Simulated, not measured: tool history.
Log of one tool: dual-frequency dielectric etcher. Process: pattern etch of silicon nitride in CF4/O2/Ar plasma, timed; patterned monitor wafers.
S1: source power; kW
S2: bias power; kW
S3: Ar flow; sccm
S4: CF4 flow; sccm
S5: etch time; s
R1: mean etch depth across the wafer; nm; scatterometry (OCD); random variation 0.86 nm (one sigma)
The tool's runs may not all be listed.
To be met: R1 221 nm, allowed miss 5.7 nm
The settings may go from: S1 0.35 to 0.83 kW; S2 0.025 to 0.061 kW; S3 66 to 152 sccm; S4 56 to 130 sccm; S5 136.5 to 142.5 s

run 1 hour=0 | S1=0.59 S2=0.043 S3=109 S4=93 S5=136.5 | R1=292.29
run 2 hour=7.4 | S1=0.53 S2=0.042 S3=109 S4=93 S5=136.5 | R1=261.47
run 3 hour=15.2 | S1=0.53 S2=0.046 S3=109 S4=93 S5=136.5 | R1=269.38
run 4 hour=16.6 | S1=0.53 S2=0.046 S3=109 S4=93 S5=136.5 | R1=268.51
run 5 hour=23.9 | S1=0.53 S2=0.04 S3=109 S4=93 S5=136.5 | R1=254.55
run 6 hour=29.2 | S1=0.53 S2=0.04 S3=116 S4=93 S5=136.5 | R1=253.7
run 7 hour=32.2 | S1=0.51 S2=0.04 S3=116 S4=93 S5=136.5 | R1=244.43
run 8 hour=40.7 | S1=0.49 S2=0.04 S3=116 S4=93 S5=136.5 | R1=236.06
run 9 hour=46.2 | S1=0.48 S2=0.04 S3=116 S4=93 S5=136.5 | R1=230.47

5 next moves are on the table. One of them brings every result within its allowed miss. Which?
run A hour=51.7 | S1=0.48 S2=0.038 S3=131 S4=107 S5=142.5 | R1=?
run B hour=51.7 | S1=0.42 S2=0.042 S3=114 S4=96 S5=138.5 | R1=?
run C hour=51.7 | S1=0.45 S2=0.045 S3=120 S4=87 S5=142.5 | R1=?
run D hour=51.7 | S1=0.45 S2=0.042 S3=106 S4=87 S5=142.5 | R1=?
run E hour=51.7 | S1=0.45 S2=0.04 S3=108 S4=93 S5=138.5 | R1=?

move=A R1=237.09
move=B R1=210.62
move=C R1=235.1
move=D R1=231.37
move=E R1=221.64
A: further off than the last run
B: takes the result that was furthest off past its target
C: further off than the last run
D: further off than the last run
E: meets every target
The right move is E.

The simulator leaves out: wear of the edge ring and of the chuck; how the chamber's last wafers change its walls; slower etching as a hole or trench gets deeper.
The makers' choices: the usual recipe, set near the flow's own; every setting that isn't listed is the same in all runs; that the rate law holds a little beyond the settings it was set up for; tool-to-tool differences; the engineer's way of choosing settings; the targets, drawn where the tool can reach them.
